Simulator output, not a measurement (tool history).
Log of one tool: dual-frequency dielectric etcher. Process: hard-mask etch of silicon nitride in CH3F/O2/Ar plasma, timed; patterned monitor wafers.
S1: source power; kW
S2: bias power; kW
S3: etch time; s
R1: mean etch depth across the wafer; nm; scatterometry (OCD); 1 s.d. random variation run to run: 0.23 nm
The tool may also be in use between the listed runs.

run,hour,S1,S2,S3,R1
1,0,0.42,0.079,105.5,66.131
2,5,0.39,0.071,103.5,60.908
3,9.8,0.39,0.084,103.5,64.796
4,12,0.36,0.077,102,60.042
5,12.8,0.36,0.082,102,61.59
6,13.8,0.34,0.076,100.5,57.911
7,18.8,0.32,0.073,100,55.911
8,19.3,0.31,0.07,99.5,54.388

Expected results for the next run?
9,21.9,0.27,0.062,98,?

{"run 9": {"R1": 48.377}}
